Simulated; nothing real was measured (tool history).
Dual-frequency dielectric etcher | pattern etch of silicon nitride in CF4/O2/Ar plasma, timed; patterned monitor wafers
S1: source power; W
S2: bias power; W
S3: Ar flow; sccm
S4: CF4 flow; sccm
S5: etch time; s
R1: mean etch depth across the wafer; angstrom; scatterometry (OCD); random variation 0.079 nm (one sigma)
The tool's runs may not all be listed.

run 1 day=0 | S1=530 S2=40 S3=123 S4=130 S5=10.5 | R1=215.53
run 2 day=0.029 | S1=530 S2=44 S3=123 S4=130 S5=10.5 | R1=222.06
run 3 day=0.258 | S1=530 S2=44 S3=123 S4=130 S5=10.5 | R1=222.7
run 4 day=0.367 | S1=530 S2=44 S3=123 S4=130 S5=10.5 | R1=221.71
run 5 day=0.575 | S1=520 S2=44 S3=123 S4=130 S5=10.5 | R1=219.38
run 6 day=0.658 | S1=510 S2=44 S3=123 S4=130 S5=10.5 | R1=216.1

Forecast run 7:
run 7 day=0.762 | S1=500 S2=44 S3=123 S4=130 S5=10.5 | R1=?

{"run 7": {"R1": 211.75}}
